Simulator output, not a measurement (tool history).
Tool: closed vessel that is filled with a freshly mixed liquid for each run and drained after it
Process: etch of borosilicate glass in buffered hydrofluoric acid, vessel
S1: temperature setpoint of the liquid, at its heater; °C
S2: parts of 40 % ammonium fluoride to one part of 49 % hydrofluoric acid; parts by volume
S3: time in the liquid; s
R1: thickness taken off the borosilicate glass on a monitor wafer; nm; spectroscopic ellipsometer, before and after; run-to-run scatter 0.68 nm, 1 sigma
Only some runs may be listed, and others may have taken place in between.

run	hour	S1	S2	S3	R1
1	0.0	22.0	21.5	90	49.953
2	5.5	23.0	20.5	90	54.407
3	10.1	25.5	20.5	90	62.706
4	13.0	25.5	20.5	90	62.165
5	21.0	26.0	19.5	90	66.772
6	27.9	26.0	22.5	90	60.521
7	36.1	26.5	21.5	90	63.665
8	39.4	27.0	20.5	90	66.965
9	44.7	27.5	19.5	90	72.152

What will run 10 give?
10	48.4	28.0	19.0	90	?

{"run 10": {"R1": 75.523}}

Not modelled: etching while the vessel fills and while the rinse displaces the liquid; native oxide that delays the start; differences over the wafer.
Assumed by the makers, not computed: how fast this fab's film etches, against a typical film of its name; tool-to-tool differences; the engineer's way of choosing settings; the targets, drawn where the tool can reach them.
